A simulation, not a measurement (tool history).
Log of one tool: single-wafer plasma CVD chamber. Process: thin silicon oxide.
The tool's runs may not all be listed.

run  hour  heater temperature setpoint (K)  chamber pressure (Torr)  RF power (W)  deposition time (s)  mean film thickness on the monitor wafer (Å)
  1   0.0                           653.15                    0.844           235                10.26                                        168.85
  2   3.0                           653.15                    0.844           235                10.26                                        168.22
  3   9.2                           653.15                    0.879           235                10.26                                        176.08
  4  17.0                           653.15                    0.905           235                10.26                                        180.87
  5  25.3                           653.15                    0.905           235                10.26                                        180.87
  6  29.1                           653.15                    0.928           235                10.26                                        185.20
  7  35.8                           653.15                    0.948           235                10.26                                        188.77
  8  42.1                           653.15                    0.966           235                10.26                                        192.37

Forecast run 9:
  9  49.6                           653.15                    0.981           235                10.26                                             ?

Run 9 gave mean film thickness on the monitor wafer (Å) 193.47.

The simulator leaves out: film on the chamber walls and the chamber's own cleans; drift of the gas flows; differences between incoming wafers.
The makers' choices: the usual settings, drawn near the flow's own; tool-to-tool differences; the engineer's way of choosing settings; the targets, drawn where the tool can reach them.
